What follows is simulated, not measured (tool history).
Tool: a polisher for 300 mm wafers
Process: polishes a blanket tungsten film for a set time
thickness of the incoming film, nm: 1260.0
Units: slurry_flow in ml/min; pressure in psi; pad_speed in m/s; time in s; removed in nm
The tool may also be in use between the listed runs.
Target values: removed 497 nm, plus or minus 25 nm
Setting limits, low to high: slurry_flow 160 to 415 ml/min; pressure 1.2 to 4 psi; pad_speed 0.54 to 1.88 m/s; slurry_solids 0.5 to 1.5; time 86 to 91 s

run  hour  slurry_flow  pressure  pad_speed  slurry_solids  time  removed
  1     0          265       2.6        1.2              1    86   317.84
  2     1          215       2.6        1.2              1    86   307.44
  3   7.1          215       2.6        1.2              1    91   331.76
  4  14.3          220       2.9       1.22              1    91   376.18
  5  17.6          275       2.9       1.22              1    91   379.96
     26.4  -- head pressure recalibrated
  6  26.4          275       2.9       1.48              1    91   402.09
  7  26.9          275       3.1        1.5              1    91   440.69
  8  30.2          275       3.2       1.52              1    91   443.49

Below are 4 possible settings for the next run. Only one of them brings all results inside the allowed miss of their targets. Which is it?
  A  33.5          355       2.7       1.52            1.3    86        ?
  B  33.5          355       3.3       1.26           1.15    87        ?
  C  33.5          295       3.5       1.58              1    87        ?
  D  33.5          290       2.8       1.66           0.85    90        ?

move  removed
   A   391.84
   B    402.3
   C   485.29
   D   403.34
A: misses by more than the last run did
B: misses by more than the last run did
C: all results land within tolerance of their targets
D: misses by more than the last run did
C meets every target.
